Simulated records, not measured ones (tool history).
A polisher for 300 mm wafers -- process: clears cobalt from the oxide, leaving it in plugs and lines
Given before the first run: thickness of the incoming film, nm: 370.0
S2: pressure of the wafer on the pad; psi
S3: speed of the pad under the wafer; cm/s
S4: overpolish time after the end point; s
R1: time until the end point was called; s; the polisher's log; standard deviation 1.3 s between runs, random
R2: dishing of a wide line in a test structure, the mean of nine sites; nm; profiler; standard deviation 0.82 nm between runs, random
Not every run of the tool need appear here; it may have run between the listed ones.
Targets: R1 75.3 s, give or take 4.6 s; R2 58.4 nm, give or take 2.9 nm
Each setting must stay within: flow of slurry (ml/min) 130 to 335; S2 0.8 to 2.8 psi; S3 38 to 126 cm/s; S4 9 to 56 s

Run 1, day 0: flow of slurry (ml/min) 215, S2 1.8 psi, S3 82 cm/s, S4 29 s. Result: R1 119.56 s, R2 50.825 nm.
Run 2, day 0.342: flow of slurry (ml/min) 215, S2 2.1 psi, S3 82 cm/s, S4 29 s. Result: R1 108.87 s, R2 51.918 nm.
Run 3, day 0.417: flow of slurry (ml/min) 215, S2 2.1 psi, S3 82 cm/s, S4 18 s. Result: R1 111.92 s, R2 40.787 nm.
Run 4, day 0.738: flow of slurry (ml/min) 215, S2 2.1 psi, S3 74 cm/s, S4 18 s. Result: R1 120.65 s, R2 39.733 nm.
Run 5, day 1.112: flow of slurry (ml/min) 215, S2 2.2 psi, S3 78 cm/s, S4 19 s. Result: R1 106.72 s, R2 41.299 nm.
Run 6, day 1.204: flow of slurry (ml/min) 215, S2 1.9 psi, S3 78 cm/s, S4 19 s. Result: R1 120.21 s, R2 40.607 nm.
Run 7, day 1.562: flow of slurry (ml/min) 215, S2 2 psi, S3 82 cm/s, S4 20 s. Result: R1 113.94 s, R2 42.022 nm.
Run 8, day 1.6: flow of slurry (ml/min) 215, S2 2.1 psi, S3 84 cm/s, S4 21 s. Result: R1 106.94 s, R2 45.4 nm.
Run 9, day 1.892: flow of slurry (ml/min) 215, S2 2.2 psi, S3 86 cm/s, S4 21 s. Result: R1 102.05 s, R2 45.937 nm.
Run 10, day 1.954: flow of slurry (ml/min) 215, S2 2.3 psi, S3 88 cm/s, S4 22 s. Result: R1 95.209 s, R2 47.557 nm.
Run 11, day 2.088: flow of slurry (ml/min) 215, S2 2.3 psi, S3 90 cm/s, S4 23 s. Result: R1 93.747 s, R2 50.135 nm.
Run 12, day 2.167: flow of slurry (ml/min) 215, S2 2.4 psi, S3 90 cm/s, S4 23 s. Result: R1 91.599 s, R2 49.212 nm.
Run 13, day 2.275: flow of slurry (ml/min) 215, S2 2.4 psi, S3 92 cm/s, S4 24 s. Result: R1 90.494 s, R2 50.903 nm.
Run 14, day 2.338: flow of slurry (ml/min) 215, S2 2.4 psi, S3 92 cm/s, S4 24 s. Result: R1 91.717 s, R2 51.512 nm.
Run 15, day 2.679: flow of slurry (ml/min) 215, S2 2.4 psi, S3 94 cm/s, S4 24 s. Result: R1 89.59 s, R2 51.553 nm.

Of the 5 settings listed for the next run, only one would bring every result within its allowed miss of target. Which one?
Run A, day 3.021: flow of slurry (ml/min) 290, S2 2 psi, S3 104 cm/s, S4 37 s. Result: R1 ?, R2 ?.
Run B, day 3.021: flow of slurry (ml/min) 240, S2 2.2 psi, S3 102 cm/s, S4 35 s. Result: R1 ?, R2 ?.
Run C, day 3.021: flow of slurry (ml/min) 255, S2 2.2 psi, S3 118 cm/s, S4 35 s. Result: R1 ?, R2 ?.
Run D, day 3.021: flow of slurry (ml/min) 240, S2 2.1 psi, S3 102 cm/s, S4 41 s. Result: R1 ?, R2 ?.
Run E, day 3.021: flow of slurry (ml/min) 175, S2 2.2 psi, S3 100 cm/s, S4 24 s. Result: R1 ?, R2 ?.

move      R1      R2
   A  89.435  57.387
   B  87.282  57.034
   C  75.977  58.228
   D  89.927  58.262
   E  92.396  50.736
A: neither nearer nor further off than the last run
B: gains on the last run, yet a result remains outside its allowed miss
C: all results land within tolerance of their targets
D: neither nearer nor further off than the last run
E: the biggest miss grows against the last run
Correct choice: C, which meets every target

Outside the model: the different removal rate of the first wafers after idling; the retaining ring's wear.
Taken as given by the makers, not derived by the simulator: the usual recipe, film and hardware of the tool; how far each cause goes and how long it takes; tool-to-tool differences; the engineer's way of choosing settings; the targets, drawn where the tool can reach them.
